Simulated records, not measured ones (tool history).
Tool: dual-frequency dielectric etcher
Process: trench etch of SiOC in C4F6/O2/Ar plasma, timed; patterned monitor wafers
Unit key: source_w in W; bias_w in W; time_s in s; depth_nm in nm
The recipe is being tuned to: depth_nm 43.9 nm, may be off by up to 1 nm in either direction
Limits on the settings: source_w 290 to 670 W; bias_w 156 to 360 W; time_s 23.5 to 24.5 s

{"run": 1, "hour": 0.0, "source_w": 480, "bias_w": 258, "time_s": 23.5, "depth_nm": 60.216}
{"run": 2, "hour": 7.2, "source_w": 480, "bias_w": 294, "time_s": 23.5, "depth_nm": 63.389}
{"run": 3, "hour": 11.9, "source_w": 460, "bias_w": 278, "time_s": 23.5, "depth_nm": 61.004}
{"run": 4, "hour": 19.6, "source_w": 460, "bias_w": 278, "time_s": 24.5, "depth_nm": 63.502}
{"run": 5, "hour": 21.0, "source_w": 440, "bias_w": 265, "time_s": 24.5, "depth_nm": 61.454}
{"run": 6, "hour": 28.9, "source_w": 440, "bias_w": 265, "time_s": 23.5, "depth_nm": 57.668}
{"run": 7, "hour": 37.4, "source_w": 420, "bias_w": 258, "time_s": 23.5, "depth_nm": 55.907}
{"run": 8, "hour": 45.2, "source_w": 410, "bias_w": 251, "time_s": 23.5, "depth_nm": 55.142}
{"run": 9, "hour": 52.6, "source_w": 400, "bias_w": 243, "time_s": 23.5, "depth_nm": 53.673}
{"run": 10, "hour": 58.5, "source_w": 390, "bias_w": 237, "time_s": 23.5, "depth_nm": 51.834}
{"run": 11, "hour": 61.9, "source_w": 290, "bias_w": 189, "time_s": 23.5, "depth_nm": 39.769}
{"run": 12, "hour": 70.3, "source_w": 300, "bias_w": 189, "time_s": 23.5, "depth_nm": 40.065}
{"run": 13, "hour": 75.5, "source_w": 310, "bias_w": 189, "time_s": 23.5, "depth_nm": 41.528}

Of the 5 settings listed for the next run, only one would bring every result within its allowed miss of target. Which one?
{"run": "A", "hour": 80.7, "source_w": 310, "bias_w": 202, "time_s": 24.5, "depth_nm": "?"}
{"run": "B", "hour": 80.7, "source_w": 360, "bias_w": 190, "time_s": 24, "depth_nm": "?"}
{"run": "C", "hour": 80.7, "source_w": 350, "bias_w": 198, "time_s": 23.5, "depth_nm": "?"}
{"run": "D", "hour": 80.7, "source_w": 340, "bias_w": 225, "time_s": 23.5, "depth_nm": "?"}
{"run": "E", "hour": 80.7, "source_w": 330, "bias_w": 194, "time_s": 24.5, "depth_nm": "?"}

move=A depth_nm=43.807
move=B depth_nm=46.567
move=C depth_nm=45.399
move=D depth_nm=46.566
move=E depth_nm=45.156
A: each result inside its tolerance
B: carries the result that was furthest off beyond its target, to the other side
C: carries the result that was furthest off beyond its target, to the other side
D: carries the result that was furthest off beyond its target, to the other side
E: carries the result that was furthest off beyond its target, to the other side
Go with A: it meets all targets.
